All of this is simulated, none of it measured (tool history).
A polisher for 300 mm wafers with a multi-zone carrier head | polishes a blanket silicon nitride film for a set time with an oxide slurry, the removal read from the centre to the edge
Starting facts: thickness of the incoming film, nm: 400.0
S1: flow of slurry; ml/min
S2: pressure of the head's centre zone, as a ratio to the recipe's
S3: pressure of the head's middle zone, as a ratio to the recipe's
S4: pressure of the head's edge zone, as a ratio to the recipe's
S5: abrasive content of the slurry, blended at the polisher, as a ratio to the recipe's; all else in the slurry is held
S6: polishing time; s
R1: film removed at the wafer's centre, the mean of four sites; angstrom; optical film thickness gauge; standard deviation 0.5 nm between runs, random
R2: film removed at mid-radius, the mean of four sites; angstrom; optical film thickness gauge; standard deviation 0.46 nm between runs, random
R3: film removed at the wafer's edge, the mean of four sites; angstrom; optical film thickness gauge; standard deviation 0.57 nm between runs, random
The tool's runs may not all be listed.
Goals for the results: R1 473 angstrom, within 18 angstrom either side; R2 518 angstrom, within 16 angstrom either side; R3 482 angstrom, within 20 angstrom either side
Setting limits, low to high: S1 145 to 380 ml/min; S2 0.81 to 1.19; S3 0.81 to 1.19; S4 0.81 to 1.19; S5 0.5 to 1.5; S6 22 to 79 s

| run | hour | S1 | S2 | S3 | S4 | S5 | S6 | R1 | R2 | R3 |
|---|---|---|---|---|---|---|---|---|---|---|
| 1 | 0 | 245 | 1 | 1 | 1 | 1 | 50 | 363.6 | 323.68 | 331.19 |
| 2 | 1.8 | 250 | 0.99 | 1.03 | 1.02 | 1.1 | 51 | 360.43 | 351.17 | 342.22 |
| 3 | 7.5 | 250 | 0.99 | 1.03 | 1.04 | 1.15 | 53 | 387.26 | 367.98 | 368.63 |
| 4 | 16.1 | 250 | 0.99 | 1.05 | 1.05 | 1.2 | 54 | 407.73 | 386.46 | 385.65 |
| 5 | 19.5 | 250 | 0.99 | 1.05 | 1.05 | 1.2 | 60 | 450.49 | 420.72 | 418.51 |
| 6 | 23.7 | 255 | 0.98 | 1.07 | 1.07 | 1.25 | 60 | 445.75 | 437.99 | 430.1 |
| 7 | 30.4 | 260 | 0.98 | 1.09 | 1.08 | 1.3 | 60 | 446.54 | 448.61 | 439.72 |
| 8 | 33.3 | 265 | 0.98 | 1.11 | 1.08 | 1.35 | 60 | 456.22 | 463.26 | 446.61 |

Pick the move, out of 4, that brings all results within their allowed miss; only one does.
| A | 36.2 | 245 | 0.97 | 1.19 | 1.03 | 1.45 | 66 | ? | ? | ? |
| B | 36.2 | 235 | 1.03 | 1.03 | 0.92 | 1.25 | 62 | ? | ? | ? |
| C | 36.2 | 260 | 0.98 | 1.19 | 0.96 | 1.4 | 62 | ? | ? | ? |
| D | 36.2 | 220 | 0.91 | 1.1 | 1 | 1.25 | 70 | ? | ? | ? |

| move | R1 | R2 | R3 |
|---|---|---|---|
| A | 503.01 | 560.9 | 487.64 |
| B | 478.27 | 444.49 | 417.2 |
| C | 476.82 | 525.88 | 441.94 |
| D | 472.41 | 526.07 | 485 |
A: pushes the last run's worst result past its target
B: further off than the last run
C: puts the biggest miss on target and leaves a different result outside tolerance
D: each result inside its tolerance
D is the move that brings every result within its allowed miss.
